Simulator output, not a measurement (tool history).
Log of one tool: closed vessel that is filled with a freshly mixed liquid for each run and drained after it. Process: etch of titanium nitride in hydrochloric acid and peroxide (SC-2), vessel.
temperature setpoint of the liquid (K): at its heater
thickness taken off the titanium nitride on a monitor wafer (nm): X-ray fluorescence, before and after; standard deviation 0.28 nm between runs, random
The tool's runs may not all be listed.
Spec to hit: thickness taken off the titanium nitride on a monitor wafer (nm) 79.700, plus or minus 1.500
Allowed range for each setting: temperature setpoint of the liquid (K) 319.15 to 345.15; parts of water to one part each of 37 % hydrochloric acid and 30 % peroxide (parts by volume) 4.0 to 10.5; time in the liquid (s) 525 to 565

| run | hour | temperature setpoint of the liquid (K) | parts of water to one part each of 37 % hydrochloric acid and 30 % peroxide (parts by volume) | time in the liquid (s) | thickness taken off the titanium nitride on a monitor wafer (nm) |
|---|---|---|---|---|---|
| 1 | 0.0 | 335.15 | 5.5 | 525 | 61.182 |
| 2 | 0.9 | 330.15 | 5.5 | 525 | 44.540 |
| 3 | 8.8 | 330.15 | 5.5 | 565 | 48.113 |
| 4 | 9.6 | 327.15 | 5.5 | 565 | 39.489 |
| 5 | 13.9 | 330.65 | 5.5 | 565 | 49.724 |
| 6 | 22.8 | 333.15 | 5.5 | 565 | 58.289 |
| 7 | 31.5 | 334.65 | 5.5 | 565 | 63.330 |
| 8 | 35.5 | 335.65 | 5.5 | 565 | 67.563 |
| 9 | 41.7 | 336.65 | 5.5 | 565 | 72.081 |
| 10 | 42.4 | 337.15 | 5.5 | 565 | 73.801 |
| 11 | 50.7 | 337.65 | 5.5 | 565 | 76.403 |
| 12 | 59.0 | 338.65 | 5.5 | 565 | 80.969 |

Exactly one of the 4 candidate moves below puts every result within its allowed miss. Which one?
| A | 67.3 | 341.15 | 6.5 | 560 | ? |
| B | 67.3 | 337.15 | 4.5 | 550 | ? |
| C | 67.3 | 341.65 | 6.5 | 525 | ? |
| D | 67.3 | 340.15 | 6.0 | 565 | ? |

| move | thickness taken off the titanium nitride on a monitor wafer (nm) |
|---|---|
| A | 83.027 |
| B | 83.702 |
| C | 80.197 |
| D | 83.820 |
A: the biggest miss grows against the last run
B: the biggest miss grows against the last run
C: all results land within tolerance of their targets
D: the biggest miss grows against the last run
The right move is C.

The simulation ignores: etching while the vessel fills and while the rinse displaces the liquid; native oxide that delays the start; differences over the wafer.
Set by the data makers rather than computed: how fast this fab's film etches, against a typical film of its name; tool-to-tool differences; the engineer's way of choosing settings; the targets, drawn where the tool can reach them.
